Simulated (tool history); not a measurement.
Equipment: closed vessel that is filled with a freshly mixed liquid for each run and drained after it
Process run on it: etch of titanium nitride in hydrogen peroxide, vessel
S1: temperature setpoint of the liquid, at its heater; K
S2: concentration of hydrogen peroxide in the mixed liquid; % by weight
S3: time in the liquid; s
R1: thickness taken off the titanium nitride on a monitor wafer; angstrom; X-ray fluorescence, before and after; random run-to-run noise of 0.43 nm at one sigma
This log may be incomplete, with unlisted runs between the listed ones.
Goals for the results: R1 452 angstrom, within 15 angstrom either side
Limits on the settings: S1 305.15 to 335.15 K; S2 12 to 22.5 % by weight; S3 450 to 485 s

Run 1, hour 0: S1 319.15 K, S2 15.5 % by weight, S3 450 s. Result: R1 181.72 angstrom.
Run 2, hour 4.5: S1 313.15 K, S2 15.5 % by weight, S3 450 s. Result: R1 116.46 angstrom.
Run 3, hour 13.4: S1 319.65 K, S2 15.5 % by weight, S3 450 s. Result: R1 187.73 angstrom.
Run 4, hour 21.1: S1 319.65 K, S2 15.5 % by weight, S3 485 s. Result: R1 204.56 angstrom.
Run 5, hour 25.7: S1 319.65 K, S2 15.5 % by weight, S3 485 s. Result: R1 205.11 angstrom.
Run 6, hour 30.6: S1 323.65 K, S2 15.5 % by weight, S3 485 s. Result: R1 265.29 angstrom.
Run 7, hour 33.2: S1 326.65 K, S2 15.5 % by weight, S3 485 s. Result: R1 337.21 angstrom.
Run 8, hour 36: S1 328.15 K, S2 15.5 % by weight, S3 485 s. Result: R1 376.34 angstrom.
Run 9, hour 38.3: S1 329.15 K, S2 15.5 % by weight, S3 485 s. Result: R1 399.95 angstrom.
Run 10, hour 40.4: S1 329.65 K, S2 15.5 % by weight, S3 485 s. Result: R1 415.19 angstrom.
Run 11, hour 41.3: S1 330.15 K, S2 15.5 % by weight, S3 485 s. Result: R1 435.13 angstrom.

Which one of the following 5 next-run settings gets every result inside its allowed miss? There is exactly one.
Run A, hour 42.2: S1 331.65 K, S2 16.5 % by weight, S3 485 s. Result: R1 ?.
Run B, hour 42.2: S1 329.65 K, S2 16 % by weight, S3 480 s. Result: R1 ?.
Run C, hour 42.2: S1 330.65 K, S2 12 % by weight, S3 485 s. Result: R1 ?.
Run D, hour 42.2: S1 329.15 K, S2 18.5 % by weight, S3 475 s. Result: R1 ?.
Run E, hour 42.2: S1 331.65 K, S2 12 % by weight, S3 485 s. Result: R1 ?.

move      R1
   A  482.54
   B  413.32
   C  421.34
   D   407.4
   E  451.34
A: takes the result that was furthest off past its target
B: misses by more than the last run did
C: misses by more than the last run did
D: misses by more than the last run did
E: every result lands within tolerance
E meets every target.
